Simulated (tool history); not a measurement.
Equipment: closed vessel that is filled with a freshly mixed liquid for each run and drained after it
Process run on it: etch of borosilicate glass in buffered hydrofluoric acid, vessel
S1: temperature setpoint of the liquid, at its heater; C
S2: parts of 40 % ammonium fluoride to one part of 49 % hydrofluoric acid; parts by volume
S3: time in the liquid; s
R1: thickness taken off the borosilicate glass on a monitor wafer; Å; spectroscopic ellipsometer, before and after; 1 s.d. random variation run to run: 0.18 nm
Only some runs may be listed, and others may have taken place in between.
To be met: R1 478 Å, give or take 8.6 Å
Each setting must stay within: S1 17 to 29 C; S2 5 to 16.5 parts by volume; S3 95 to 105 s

run,hour,S1,S2,S3,R1
1,0,21,10,95,893.31
2,5.1,19,10,95,794.34
3,10.4,19,10,105,879.36
4,16,20,10,105,931.61
5,21.9,20,10,105,930.1
6,25.6,22.5,10,105,1071.2
7,29.3,20.5,12,105,801.68
8,34.7,19.5,13,105,697.13
9,36.1,17,16,105,496.3

Consider the 5 candidate settings below. Which is the only one whose results all fall within their allowed miss of target?
A,37.5,17,14.5,95,?
B,37.5,18,16,100,?
C,37.5,17,16.5,105,?
D,37.5,17.5,16.5,105,?
E,37.5,18.5,16.5,100,?

move,R1
A,492.95
B,497.55
C,479.19
D,492.77
E,496.16
A: closer than the last run, but not yet in spec
B: misses by more than the last run did
C: in spec on every target
D: closer than the last run, but not yet in spec
E: no better and no worse than the last run
So the answer is move C, the one that meets all the targets.

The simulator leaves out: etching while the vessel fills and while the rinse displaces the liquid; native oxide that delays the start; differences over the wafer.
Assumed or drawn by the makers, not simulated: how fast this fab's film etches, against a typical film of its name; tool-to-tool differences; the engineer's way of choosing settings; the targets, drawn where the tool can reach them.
